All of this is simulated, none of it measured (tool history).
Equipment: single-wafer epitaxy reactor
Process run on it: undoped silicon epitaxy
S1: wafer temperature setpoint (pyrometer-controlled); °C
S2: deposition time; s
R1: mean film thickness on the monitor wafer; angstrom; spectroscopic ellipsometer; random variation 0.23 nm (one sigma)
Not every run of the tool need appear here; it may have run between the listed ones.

run	day	S1	S2	R1
1	0.000	675	419	1222.80
2	0.096	671	418	1108.40
3	0.362	668	417	1034.00
4	0.692	666	416	978.20
5	0.729	666	389	917.02
6	0.846	658	389	759.79

What does the tool deliver on the next run?
7	1.050	659	389	?

{"run 7": {"R1": 773.12}}

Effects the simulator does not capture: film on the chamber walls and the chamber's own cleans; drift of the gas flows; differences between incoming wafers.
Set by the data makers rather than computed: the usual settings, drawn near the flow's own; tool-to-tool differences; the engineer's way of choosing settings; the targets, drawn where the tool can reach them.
